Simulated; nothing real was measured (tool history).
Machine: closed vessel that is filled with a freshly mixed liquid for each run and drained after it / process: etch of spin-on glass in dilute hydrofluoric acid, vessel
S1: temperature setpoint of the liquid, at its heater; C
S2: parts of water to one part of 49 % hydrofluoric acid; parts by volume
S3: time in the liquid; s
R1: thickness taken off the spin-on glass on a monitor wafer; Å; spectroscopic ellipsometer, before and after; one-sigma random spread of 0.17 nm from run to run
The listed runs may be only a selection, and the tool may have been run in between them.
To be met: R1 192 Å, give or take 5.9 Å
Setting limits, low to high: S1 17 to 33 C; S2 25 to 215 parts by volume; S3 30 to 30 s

Run 1, hour 0: S1 25 C, S2 120 parts by volume, S3 30 s. Result: R1 131.65 Å.
Run 2, hour 7.3: S1 25 C, S2 120 parts by volume, S3 30 s. Result: R1 131.78 Å.
Run 3, hour 9: S1 25 C, S2 160 parts by volume, S3 30 s. Result: R1 94.4 Å.
Run 4, hour 10.1: S1 25 C, S2 160 parts by volume, S3 30 s. Result: R1 94.301 Å.
Run 5, hour 17.3: S1 27.5 C, S2 145 parts by volume, S3 30 s. Result: R1 115.59 Å.
Run 6, hour 18.8: S1 29 C, S2 130 parts by volume, S3 30 s. Result: R1 136.51 Å.
Run 7, hour 27.1: S1 30 C, S2 120 parts by volume, S3 30 s. Result: R1 158.97 Å.
Run 8, hour 29.8: S1 31 C, S2 115 parts by volume, S3 30 s. Result: R1 174.33 Å.
Run 9, hour 32.2: S1 31.5 C, S2 115 parts by volume, S3 30 s. Result: R1 173.95 Å.
Run 10, hour 34.4: S1 32 C, S2 115 parts by volume, S3 30 s. Result: R1 179.59 Å.
Run 11, hour 41.2: S1 32.5 C, S2 115 parts by volume, S3 30 s. Result: R1 182.41 Å.
Run 12, hour 50.1: S1 33 C, S2 115 parts by volume, S3 30 s. Result: R1 186.63 Å.

Which of these 4 next moves meets every target?
Run A, hour 59: S1 30.5 C, S2 110 parts by volume, S3 30 s. Result: R1 ?.
Run B, hour 59: S1 33 C, S2 120 parts by volume, S3 30 s. Result: R1 ?.
Run C, hour 59: S1 32.5 C, S2 115 parts by volume, S3 30 s. Result: R1 ?.
Run D, hour 59: S1 32.5 C, S2 110 parts by volume, S3 30 s. Result: R1 ?.

move      R1
   A  177.32
   B  175.49
   C  181.17
   D   190.8
A: further off than the last run
B: further off than the last run
C: further off than the last run
D: every result lands within tolerance
Move D is the one to make.

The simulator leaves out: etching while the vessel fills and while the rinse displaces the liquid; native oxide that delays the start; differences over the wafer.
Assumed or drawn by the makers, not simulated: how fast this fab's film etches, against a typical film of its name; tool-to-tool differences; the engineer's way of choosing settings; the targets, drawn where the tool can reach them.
